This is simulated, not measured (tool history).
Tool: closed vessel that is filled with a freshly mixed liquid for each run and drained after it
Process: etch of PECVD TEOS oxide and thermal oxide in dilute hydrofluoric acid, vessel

run,hour,temperature setpoint of the liquid (K),parts of water to one part of 49 % hydrofluoric acid (parts by volume),time in the liquid (s),thickness taken off the PECVD TEOS oxide on a monitor wafer (Å),thickness taken off the thermal oxide on a monitor wafer (Å)
1,0,298.15,245,890,389.26,168.84
2,3.1,298.15,160,890,662.04,287.03
3,10.8,295.65,160,890,593.12,261.28
4,16.5,294.65,185,890,489.77,212.46
5,21.8,298.15,185,890,554.16,240.35
6,26,296.15,205,890,454.31,198.08

What does the tool deliver on the next run?
7,34.2,294.65,215,890,?,?

thickness taken off the PECVD TEOS oxide on a monitor wafer (Å): 410.07
thickness taken off the thermal oxide on a monitor wafer (Å): 175.38
